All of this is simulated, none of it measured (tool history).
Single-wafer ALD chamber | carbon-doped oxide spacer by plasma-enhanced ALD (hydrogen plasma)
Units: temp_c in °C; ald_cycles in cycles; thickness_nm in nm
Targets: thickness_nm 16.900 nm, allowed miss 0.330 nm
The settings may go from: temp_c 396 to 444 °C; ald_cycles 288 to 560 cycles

run 1 hour=0.0 | temp_c=420 ald_cycles=424 | thickness_nm=20.143
run 2 hour=1.4 | temp_c=420 ald_cycles=462 | thickness_nm=22.023
run 3 hour=4.4 | temp_c=422 ald_cycles=445 | thickness_nm=21.366
run 4 hour=7.7 | temp_c=415 ald_cycles=445 | thickness_nm=21.593
run 5 hour=14.6 | temp_c=415 ald_cycles=390 | thickness_nm=18.861
run 6 hour=20.4 | temp_c=420 ald_cycles=390 | thickness_nm=18.829
run 7 hour=23.6 | temp_c=420 ald_cycles=382 | thickness_nm=18.376
run 8 hour=28.7 | temp_c=421 ald_cycles=376 | thickness_nm=18.151
run 9 hour=30.4 | temp_c=421 ald_cycles=371 | thickness_nm=17.638
run 10 hour=39.4 | temp_c=422 ald_cycles=369 | thickness_nm=17.565
run 11 hour=42.2 | temp_c=423 ald_cycles=368 | thickness_nm=17.347
run 12 hour=45.3 | temp_c=424 ald_cycles=367 | thickness_nm=17.499

4 next moves are on the table. One of them brings every result within its allowed miss. Which?
run A hour=48.4 | temp_c=430 ald_cycles=364 | thickness_nm=?
run B hour=48.4 | temp_c=425 ald_cycles=345 | thickness_nm=?
run C hour=48.4 | temp_c=430 ald_cycles=348 | thickness_nm=?
run D hour=48.4 | temp_c=427 ald_cycles=347 | thickness_nm=?

move=A thickness_nm=17.017
move=B thickness_nm=16.362
move=C thickness_nm=16.269
move=D thickness_nm=16.363
A: meets every target
B: takes the result that was furthest off past its target
C: takes the result that was furthest off past its target
D: takes the result that was furthest off past its target
Answer: A

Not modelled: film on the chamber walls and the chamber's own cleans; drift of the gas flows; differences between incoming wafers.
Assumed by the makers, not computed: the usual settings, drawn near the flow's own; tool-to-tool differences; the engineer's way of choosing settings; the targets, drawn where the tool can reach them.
